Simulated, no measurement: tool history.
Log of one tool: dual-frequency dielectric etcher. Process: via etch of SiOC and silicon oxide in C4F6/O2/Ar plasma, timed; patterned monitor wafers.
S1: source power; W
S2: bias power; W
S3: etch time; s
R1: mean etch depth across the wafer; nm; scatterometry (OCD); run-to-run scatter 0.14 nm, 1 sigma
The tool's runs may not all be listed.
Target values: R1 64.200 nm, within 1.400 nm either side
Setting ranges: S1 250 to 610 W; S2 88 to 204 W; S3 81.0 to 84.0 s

{"run": 1, "hour": 0.0, "S1": 430, "S2": 146, "S3": 81.0, "R1": 80.855}
{"run": 2, "hour": 7.0, "S1": 390, "S2": 139, "S3": 81.0, "R1": 74.748}
{"run": 3, "hour": 12.4, "S1": 390, "S2": 139, "S3": 84.0, "R1": 77.329}
{"run": 4, "hour": 21.4, "S1": 370, "S2": 138, "S3": 84.0, "R1": 74.793}
{"run": 5, "hour": 25.0, "S1": 350, "S2": 137, "S3": 84.0, "R1": 71.635}
{"run": 6, "hour": 33.5, "S1": 340, "S2": 137, "S3": 84.0, "R1": 70.161}
{"run": 7, "hour": 36.8, "S1": 330, "S2": 137, "S3": 84.0, "R1": 68.745}
{"run": 8, "hour": 45.0, "S1": 320, "S2": 137, "S3": 84.0, "R1": 67.125}

Which of these 5 next moves meets every target?
{"run": "A", "hour": 53.2, "S1": 340, "S2": 149, "S3": 84.0, "R1": "?"}
{"run": "B", "hour": 53.2, "S1": 360, "S2": 137, "S3": 81.0, "R1": "?"}
{"run": "C", "hour": 53.2, "S1": 320, "S2": 148, "S3": 84.0, "R1": "?"}
{"run": "D", "hour": 53.2, "S1": 340, "S2": 134, "S3": 83.5, "R1": "?"}
{"run": "E", "hour": 53.2, "S1": 300, "S2": 144, "S3": 83.5, "R1": "?"}

move=A R1=71.807
move=B R1=70.390
move=C R1=68.431
move=D R1=69.159
move=E R1=64.025
A: further off than the last run
B: further off than the last run
C: further off than the last run
D: further off than the last run
E: every result lands within tolerance
Move E is the one to make.
